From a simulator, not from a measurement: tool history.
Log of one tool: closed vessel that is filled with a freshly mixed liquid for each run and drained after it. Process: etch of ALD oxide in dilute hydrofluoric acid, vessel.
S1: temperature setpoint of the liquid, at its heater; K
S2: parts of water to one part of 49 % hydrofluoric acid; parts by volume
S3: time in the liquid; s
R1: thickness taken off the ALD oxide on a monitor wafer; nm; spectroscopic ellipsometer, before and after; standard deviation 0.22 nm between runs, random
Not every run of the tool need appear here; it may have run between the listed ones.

run  hour      S1   S2   S3       R1
  1   0.0  295.15  225  135  10.2390
  2   2.6  297.15  185  135  13.8680
  3   6.6  297.15  185  135  13.9110
  4  15.1  297.15  255  135   9.4387
  5  17.8  298.65  205  135  13.0140
  6  23.9  298.65  160  135  17.2900
  7  30.6  300.15  145  135  20.5820
  8  35.5  301.15  135  135  23.4010

What does the tool deliver on the next run?
  9  38.2  301.65  130  135   ?

{"run 9": {"R1": 25.048}}
